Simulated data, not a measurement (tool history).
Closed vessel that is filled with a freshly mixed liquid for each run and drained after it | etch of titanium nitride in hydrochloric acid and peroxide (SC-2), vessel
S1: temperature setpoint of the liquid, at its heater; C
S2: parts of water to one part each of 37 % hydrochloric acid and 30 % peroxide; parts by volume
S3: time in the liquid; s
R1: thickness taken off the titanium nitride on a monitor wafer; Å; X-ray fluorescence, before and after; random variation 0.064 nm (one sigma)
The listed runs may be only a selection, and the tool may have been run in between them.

Run 1, day 0.000: S1 52.0 C, S2 6.0 parts by volume, S3 100 s. Result: R1 53.001 Å.
Run 2, day 0.054: S1 52.0 C, S2 7.5 parts by volume, S3 100 s. Result: R1 43.937 Å.
Run 3, day 0.421: S1 48.5 C, S2 7.5 parts by volume, S3 100 s. Result: R1 35.087 Å.
Run 4, day 0.800: S1 50.5 C, S2 7.5 parts by volume, S3 100 s. Result: R1 40.521 Å.
Run 5, day 0.992: S1 52.5 C, S2 7.5 parts by volume, S3 100 s. Result: R1 45.838 Å.
Run 6, day 1.208: S1 54.0 C, S2 7.5 parts by volume, S3 100 s. Result: R1 50.259 Å.
Run 7, day 1.575: S1 55.5 C, S2 7.5 parts by volume, S3 100 s. Result: R1 55.421 Å.
Run 8, day 1.754: S1 57.0 C, S2 7.5 parts by volume, S3 100 s. Result: R1 60.637 Å.
Run 9, day 1.825: S1 58.0 C, S2 7.5 parts by volume, S3 100 s. Result: R1 65.392 Å.
Run 10, day 1.971: S1 59.0 C, S2 7.5 parts by volume, S3 100 s. Result: R1 69.189 Å.

Run 11, settings as shown, results not yet in. Your forecast:
Run 11, day 2.250: S1 60.0 C, S2 7.5 parts by volume, S3 100 s. Result: R1 ?.

{"run 11": {"R1": 74.057}}
